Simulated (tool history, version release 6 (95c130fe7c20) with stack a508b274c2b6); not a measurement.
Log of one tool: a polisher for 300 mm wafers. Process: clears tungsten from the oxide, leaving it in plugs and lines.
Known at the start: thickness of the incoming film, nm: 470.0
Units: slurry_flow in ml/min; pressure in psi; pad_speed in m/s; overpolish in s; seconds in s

{"run": 1, "hour": 0.0, "slurry_flow": 270, "pressure": 4.4, "pad_speed": 1.38, "slurry_solids": 1.0, "overpolish": 6, "seconds": 50.013}
{"run": 2, "hour": 7.1, "slurry_flow": 270, "pressure": 4.8, "pad_speed": 1.4, "slurry_solids": 1.0, "overpolish": 6, "seconds": 47.312}
{"run": 3, "hour": 13.1, "slurry_flow": 270, "pressure": 4.1, "pad_speed": 1.4, "slurry_solids": 1.0, "overpolish": 6, "seconds": 50.843}
{"run": 4, "hour": 21.1, "slurry_flow": 270, "pressure": 4.6, "pad_speed": 1.46, "slurry_solids": 1.0, "overpolish": 6, "seconds": 45.633}
{"run": 5, "hour": 28.0, "slurry_flow": 270, "pressure": 5.0, "pad_speed": 1.48, "slurry_solids": 1.0, "overpolish": 6, "seconds": 42.41}
{"run": 6, "hour": 31.2, "slurry_flow": 270, "pressure": 5.3, "pad_speed": 1.5, "slurry_solids": 1.0, "overpolish": 6, "seconds": 40.865}
{"run": 7, "hour": 33.7, "slurry_flow": 270, "pressure": 5.6, "pad_speed": 1.52, "slurry_solids": 1.0, "overpolish": 6, "seconds": 37.714}
{"run": 8, "hour": 40.2, "slurry_flow": 270, "pressure": 5.8, "pad_speed": 1.52, "slurry_solids": 1.0, "overpolish": 6, "seconds": 37.308}

The next listed run, before its measurement:
{"run": 9, "hour": 43.1, "slurry_flow": 270, "pressure": 6.0, "pad_speed": 1.54, "slurry_solids": 1.0, "overpolish": 6, "seconds": "?"}

{"run 9": {"seconds": 35.112}}

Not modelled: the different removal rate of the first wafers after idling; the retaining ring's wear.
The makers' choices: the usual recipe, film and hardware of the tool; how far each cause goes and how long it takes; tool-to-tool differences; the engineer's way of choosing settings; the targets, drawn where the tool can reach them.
